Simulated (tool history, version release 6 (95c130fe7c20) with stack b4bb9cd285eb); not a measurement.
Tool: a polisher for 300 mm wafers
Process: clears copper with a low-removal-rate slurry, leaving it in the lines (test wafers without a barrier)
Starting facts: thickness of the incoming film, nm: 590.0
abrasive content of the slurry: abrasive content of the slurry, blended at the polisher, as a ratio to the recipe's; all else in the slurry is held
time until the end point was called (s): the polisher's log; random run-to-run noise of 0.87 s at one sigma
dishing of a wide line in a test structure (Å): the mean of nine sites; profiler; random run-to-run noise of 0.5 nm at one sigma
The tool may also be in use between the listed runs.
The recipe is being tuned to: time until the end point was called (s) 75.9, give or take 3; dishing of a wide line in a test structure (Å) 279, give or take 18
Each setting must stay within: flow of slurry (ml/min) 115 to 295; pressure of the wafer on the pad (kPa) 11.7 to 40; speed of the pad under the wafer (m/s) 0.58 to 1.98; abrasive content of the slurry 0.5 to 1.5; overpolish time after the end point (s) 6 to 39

run	hour	flow of slurry (ml/min)	pressure of the wafer on the pad (kPa)	speed of the pad under the wafer (m/s)	abrasive content of the slurry	overpolish time after the end point (s)	time until the end point was called (s)	dishing of a wide line in a test structure (Å)
1	0	190	25.5	1.28	1	20	124.32	482.43
2	7.4	195	26.2	1.34	1	17	114.61	454.23
3	10.1	195	26.2	1.34	1	9	117.35	279.65
4	11.2	175	28.3	1.36	1.05	8	108.21	271.7
5	12.9	175	28.3	1.36	1.05	6	107.84	214.98
6	18.2	185	29.6	1.36	1.1	6	100.87	208.47
7	21.6	190	31	1.38	1.05	6	95.167	226.49
8	30.5	190	32.4	1.4	1	6	92.833	232.77
9	35.9	190	33.8	1.42	0.95	6	87.675	254.71
10	44.3	190	34.5	1.42	0.95	6	86.763	259.58
11	49.3	190	35.2	1.42	0.95	6	87.244	257.29
12	51.5	195	35.9	1.42	0.95	6	84.058	248.55
13	55.9	195	35.9	1.42	0.95	6	82.794	262.89
14	58.3	200	36.5	1.42	0.95	6	82.726	266.22
15	60.3	200	37.2	1.42	0.95	6	80.149	265.92

Pick the move, out of 5, that brings all results within their allowed miss; only one does.
A	62.3	200	35.2	1.46	0.85	6	?	?
B	62.3	180	40	1.22	1.05	6	?	?
C	62.3	210	35.9	1.38	1	6	?	?
D	62.3	195	34.5	1.36	1.2	7	?	?
E	62.3	185	37.2	1.52	0.9	6	?	?

move	time until the end point was called (s)	dishing of a wide line in a test structure (Å)
A	85.006	246.56
B	87.65	240.57
C	84.814	247.12
D	86.716	276.39
E	77.623	266.77
A: further off than the last run
B: further off than the last run
C: further off than the last run
D: further off than the last run
E: every result within its allowed miss
Correct choice: E, which meets every target
